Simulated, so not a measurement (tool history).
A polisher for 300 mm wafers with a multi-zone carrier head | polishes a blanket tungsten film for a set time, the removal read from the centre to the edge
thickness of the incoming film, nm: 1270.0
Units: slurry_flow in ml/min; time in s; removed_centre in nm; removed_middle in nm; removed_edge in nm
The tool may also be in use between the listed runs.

{"run": 1, "hour": 0.0, "slurry_flow": 300, "centre_zone": 1.0, "middle_zone": 1.0, "edge_zone": 1.0, "slurry_solids": 1.0, "time": 85, "removed_centre": 422.98, "removed_middle": 421.7, "removed_edge": 433.18}
{"run": 2, "hour": 0.9, "slurry_flow": 300, "centre_zone": 1.0, "middle_zone": 1.0, "edge_zone": 1.04, "slurry_solids": 1.0, "time": 85, "removed_centre": 425.34, "removed_middle": 434.0, "removed_edge": 439.34}
{"run": 3, "hour": 2.8, "slurry_flow": 305, "centre_zone": 1.0, "middle_zone": 1.02, "edge_zone": 1.06, "slurry_solids": 1.05, "time": 85, "removed_centre": 426.51, "removed_middle": 452.28, "removed_edge": 449.15}
{"run": 4, "hour": 8.5, "slurry_flow": 310, "centre_zone": 1.01, "middle_zone": 1.03, "edge_zone": 1.08, "slurry_solids": 1.1, "time": 85, "removed_centre": 448.79, "removed_middle": 448.15, "removed_edge": 455.84}
{"run": 5, "hour": 14.8, "slurry_flow": 310, "centre_zone": 1.0, "middle_zone": 1.06, "edge_zone": 1.08, "slurry_solids": 1.15, "time": 86, "removed_centre": 455.41, "removed_middle": 475.67, "removed_edge": 465.9}
{"run": 6, "hour": 22.8, "slurry_flow": 310, "centre_zone": 0.99, "middle_zone": 1.08, "edge_zone": 1.09, "slurry_solids": 1.2, "time": 86, "removed_centre": 431.22, "removed_middle": 478.16, "removed_edge": 471.86}
{"run": 7, "hour": 26.1, "slurry_flow": 310, "centre_zone": 0.99, "middle_zone": 1.08, "edge_zone": 1.09, "slurry_solids": 1.2, "time": 86, "removed_centre": 441.84, "removed_middle": 476.71, "removed_edge": 472.92}
{"run": 8, "hour": 29.6, "slurry_flow": 310, "centre_zone": 0.99, "middle_zone": 1.08, "edge_zone": 1.09, "slurry_solids": 1.2, "time": 86, "removed_centre": 439.67, "removed_middle": 481.87, "removed_edge": 469.45}
{"run": 9, "hour": 34.7, "slurry_flow": 345, "centre_zone": 1.01, "middle_zone": 1.18, "edge_zone": 1.16, "slurry_solids": 1.45, "time": 88, "removed_centre": 471.94, "removed_middle": 559.29, "removed_edge": 520.8}
{"run": 10, "hour": 35.6, "slurry_flow": 350, "centre_zone": 1.01, "middle_zone": 1.18, "edge_zone": 1.15, "slurry_solids": 1.45, "time": 88, "removed_centre": 490.39, "removed_middle": 554.14, "removed_edge": 509.03}

Forecast run 11:
{"run": 11, "hour": 41.4, "slurry_flow": 350, "centre_zone": 1.01, "middle_zone": 1.18, "edge_zone": 1.15, "slurry_solids": 1.45, "time": 88, "removed_centre": "?", "removed_middle": "?", "removed_edge": "?"}

{"run 11": {"removed_centre": 485.45, "removed_middle": 566.68, "removed_edge": 514.53}}
